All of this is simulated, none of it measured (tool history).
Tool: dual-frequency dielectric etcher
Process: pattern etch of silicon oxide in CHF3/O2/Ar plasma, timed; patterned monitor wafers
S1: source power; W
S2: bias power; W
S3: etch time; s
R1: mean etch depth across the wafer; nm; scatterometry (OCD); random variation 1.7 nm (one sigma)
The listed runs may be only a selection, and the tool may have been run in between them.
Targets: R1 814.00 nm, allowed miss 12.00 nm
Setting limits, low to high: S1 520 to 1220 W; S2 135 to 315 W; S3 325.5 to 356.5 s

run  hour   S1   S2     S3      R1
  1   0.0  870  225  356.5  986.39
  2   1.2  870  211  356.5  965.58
  3   9.1  760  204  356.0  890.86
  4  16.2  670  204  356.0  846.73
  5  23.0  670  204  325.5  769.01
  6  27.4  670  204  325.5  771.22
  7  34.6  690  204  325.5  780.28
     42.1  -- source power generator calibrated
  8  42.1  710  204  325.5  781.42
  9  49.4  730  204  325.5  790.64

Of the 5 settings listed for the next run, only one would bring every result within its allowed miss of target. Which one?
  A  56.7  780  172  325.5   ?
  B  56.7  630  187  347.5   ?
  C  56.7  730  174  335.0   ?
  D  56.7  670  199  351.0   ?
  E  56.7  580  216  339.0   ?

move      R1
   A  764.89
   B  762.10
   C  766.67
   D  811.35
   E  754.85
A: further off than the last run
B: further off than the last run
C: further off than the last run
D: all results in spec
E: further off than the last run
Go with D: it meets all targets.
